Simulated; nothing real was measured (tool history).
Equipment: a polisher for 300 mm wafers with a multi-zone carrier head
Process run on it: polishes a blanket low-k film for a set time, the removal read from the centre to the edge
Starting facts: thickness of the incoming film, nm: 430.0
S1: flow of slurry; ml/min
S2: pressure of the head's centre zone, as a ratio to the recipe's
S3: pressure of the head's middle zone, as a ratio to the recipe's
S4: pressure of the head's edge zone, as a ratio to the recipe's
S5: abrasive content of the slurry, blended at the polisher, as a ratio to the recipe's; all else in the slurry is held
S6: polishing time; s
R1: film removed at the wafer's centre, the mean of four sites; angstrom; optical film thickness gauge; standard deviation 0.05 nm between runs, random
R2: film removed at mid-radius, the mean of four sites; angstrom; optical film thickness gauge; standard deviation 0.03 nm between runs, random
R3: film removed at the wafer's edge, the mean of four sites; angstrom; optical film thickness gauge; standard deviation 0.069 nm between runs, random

Run 1, hour 0.0: S1 295 ml/min, S2 1.00, S3 1.00, S4 1.00, S5 1.00, S6 40 s. Result: R1 93.133 angstrom, R2 94.343 angstrom, R3 87.073 angstrom.
Run 2, hour 1.5: S1 295 ml/min, S2 1.07, S3 1.00, S4 1.00, S5 1.00, S6 40 s. Result: R1 102.390 angstrom, R2 92.739 angstrom, R3 88.084 angstrom.
Run 3, hour 2.3: S1 295 ml/min, S2 1.07, S3 1.00, S4 1.00, S5 1.00, S6 49 s. Result: R1 124.330 angstrom, R2 113.420 angstrom, R3 108.090 angstrom.
Run 4, hour 6.1: S1 295 ml/min, S2 1.07, S3 1.00, S4 1.00, S5 1.00, S6 59 s. Result: R1 149.930 angstrom, R2 138.920 angstrom, R3 129.930 angstrom.
Run 5, hour 14.0: S1 290 ml/min, S2 1.05, S3 0.98, S4 0.99, S5 0.95, S6 55 s. Result: R1 136.610 angstrom, R2 125.120 angstrom, R3 118.260 angstrom.
Run 6, hour 19.4: S1 290 ml/min, S2 1.05, S3 0.92, S4 0.99, S5 0.95, S6 55 s. Result: R1 133.340 angstrom, R2 119.090 angstrom, R3 117.280 angstrom.
Run 7, hour 25.7: S1 285 ml/min, S2 1.03, S3 0.91, S4 0.99, S5 0.90, S6 51 s. Result: R1 119.400 angstrom, R2 107.250 angstrom, R3 106.330 angstrom.
Run 8, hour 34.0: S1 280 ml/min, S2 1.02, S3 0.90, S4 0.99, S5 0.85, S6 47 s. Result: R1 105.980 angstrom, R2 95.002 angstrom, R3 96.174 angstrom.
Run 9, hour 37.9: S1 275 ml/min, S2 1.01, S3 0.89, S4 0.98, S5 0.80, S6 44 s. Result: R1 95.713 angstrom, R2 87.020 angstrom, R3 86.516 angstrom.
Run 10, hour 39.9: S1 235 ml/min, S2 0.94, S3 0.81, S4 1.08, S5 0.55, S6 33 s. Result: R1 55.743 angstrom, R2 52.182 angstrom, R3 56.571 angstrom.
Run 11, hour 47.8: S1 235 ml/min, S2 0.94, S3 0.81, S4 1.07, S5 0.55, S6 32 s. Result: R1 53.868 angstrom, R2 49.630 angstrom, R3 56.655 angstrom.
Run 12, hour 48.9: S1 235 ml/min, S2 0.94, S3 0.81, S4 1.07, S5 0.55, S6 32 s. Result: R1 54.161 angstrom, R2 49.899 angstrom, R3 55.263 angstrom.
Run 13, hour 54.0: S1 235 ml/min, S2 0.94, S3 0.81, S4 1.05, S5 0.55, S6 32 s. Result: R1 54.148 angstrom, R2 49.904 angstrom, R3 53.670 angstrom.

Run 14 is up next; what results do you expect?
Run 14, hour 57.9: S1 230 ml/min, S2 0.94, S3 0.81, S4 1.05, S5 0.55, S6 32 s. Result: R1 ?, R2 ?, R3 ?.

R1: 54.050 angstrom
R2: 49.550 angstrom
R3: 54.221 angstrom
